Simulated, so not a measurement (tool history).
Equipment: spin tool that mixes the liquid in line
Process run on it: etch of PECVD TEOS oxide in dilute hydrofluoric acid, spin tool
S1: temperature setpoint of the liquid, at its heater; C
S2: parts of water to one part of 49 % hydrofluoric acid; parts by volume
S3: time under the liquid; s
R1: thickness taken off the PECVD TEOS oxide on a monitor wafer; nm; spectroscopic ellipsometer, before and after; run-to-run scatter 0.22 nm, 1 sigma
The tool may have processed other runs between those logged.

run,hour,S1,S2,S3,R1
1,0.0,21.0,45,60,30.063
2,5.1,24.0,45,60,34.164
3,11.2,25.0,45,60,35.242
4,15.9,25.5,45,60,35.825
5,24.2,25.5,45,65,39.018
6,28.0,25.5,45,65,39.362
7,36.0,26.0,45,65,39.860

Run 8 has not been measured yet. What should we expect?
8,44.1,26.5,45,65,?

R1: 40.739 nm
